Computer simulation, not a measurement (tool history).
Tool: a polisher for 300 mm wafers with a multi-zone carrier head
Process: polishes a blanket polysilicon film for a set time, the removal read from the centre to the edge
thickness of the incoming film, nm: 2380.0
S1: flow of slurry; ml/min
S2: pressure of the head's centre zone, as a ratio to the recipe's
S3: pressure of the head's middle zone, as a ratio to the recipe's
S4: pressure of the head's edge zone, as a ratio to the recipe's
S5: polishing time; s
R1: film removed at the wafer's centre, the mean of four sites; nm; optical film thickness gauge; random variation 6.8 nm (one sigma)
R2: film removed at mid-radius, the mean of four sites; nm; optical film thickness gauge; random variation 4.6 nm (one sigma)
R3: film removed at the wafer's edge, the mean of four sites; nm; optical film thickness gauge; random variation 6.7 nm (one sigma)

run  hour   S1    S2    S3    S4  S5      R1      R2      R3
  1   0.0  185  1.00  1.00  1.00  65  343.50  355.70  348.78
  2   6.6  185  1.06  1.00  1.00  65  377.26  350.93  351.98
  3  11.1  190  1.04  1.03  1.04  69  393.00  381.69  368.77
  4  14.3  190  1.01  1.03  1.04  74  414.32  407.87  414.37
  5  18.9  195  0.99  1.06  1.04  77  414.38  440.26  428.80
  6  19.4  200  0.98  1.08  1.05  79  430.49  461.17  435.15
  7  24.1  200  0.98  1.08  1.05  79  426.53  469.17  438.56

Forecast run 8:
     27.0  -- slurry nozzle cleaned
  8  27.0  205  0.97  1.08  1.06  81   ?   ?   ?

R1: 449.62 nm
R2: 501.50 nm
R3: 481.46 nm
